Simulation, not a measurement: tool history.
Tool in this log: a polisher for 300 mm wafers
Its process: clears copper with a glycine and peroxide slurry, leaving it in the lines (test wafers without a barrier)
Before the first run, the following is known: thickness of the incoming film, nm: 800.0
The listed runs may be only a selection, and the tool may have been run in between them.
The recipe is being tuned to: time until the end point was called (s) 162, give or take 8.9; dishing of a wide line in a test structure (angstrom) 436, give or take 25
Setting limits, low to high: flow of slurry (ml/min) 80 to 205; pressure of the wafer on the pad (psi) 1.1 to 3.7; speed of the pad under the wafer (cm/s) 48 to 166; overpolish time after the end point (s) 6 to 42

| run | day | flow of slurry (ml/min) | pressure of the wafer on the pad (psi) | speed of the pad under the wafer (cm/s) | overpolish time after the end point (s) | time until the end point was called (s) | dishing of a wide line in a test structure (angstrom) |
|---|---|---|---|---|---|---|---|
| 1 | 0 | 135 | 2.4 | 106 | 21 | 161.17 | 542.56 |
| 2 | 0.338 | 135 | 2.4 | 106 | 26 | 165.17 | 606.64 |
| 3 | 0.429 | 135 | 2.8 | 106 | 26 | 145.11 | 641.21 |
| 4 | 0.458 | 135 | 2.7 | 106 | 22 | 149.99 | 610.01 |
| 5 | 0.704 | 135 | 2.4 | 106 | 22 | 159.55 | 574.52 |
| 6 | 0.771 | 135 | 2.4 | 130 | 22 | 138.45 | 625.97 |
| 7 | 0.846 | 135 | 2.3 | 128 | 19 | 143.95 | 550.94 |
| 8 | 1.017 | 135 | 2.2 | 128 | 17 | 149.37 | 513.05 |
| 9 | 1.058 | 135 | 2.1 | 128 | 16 | 155.13 | 473.39 |
| 10 | 1.321 | 130 | 1.9 | 128 | 14 | 173.74 | 416.12 |

Consider the 4 candidate settings below. Which is the only one whose results all fall within their allowed miss of target?
| A | 1.583 | 140 | 2 | 112 | 15 | ? | ? |
| B | 1.583 | 150 | 2.5 | 100 | 18 | ? | ? |
| C | 1.583 | 135 | 2 | 130 | 14 | ? | ? |
| D | 1.583 | 185 | 1.5 | 160 | 18 | ? | ? |

| move | time until the end point was called (s) | dishing of a wide line in a test structure (angstrom) |
|---|---|---|
| A | 178.83 | 413.87 |
| B | 161.15 | 500.72 |
| C | 160.45 | 421.45 |
| D | 162.75 | 477.25 |
A: misses by more than the last run did
B: corrects the largest miss of the last run, while another result sits out of spec
C: in spec on every target
D: corrects the largest miss of the last run, while another result sits out of spec
Answer: C
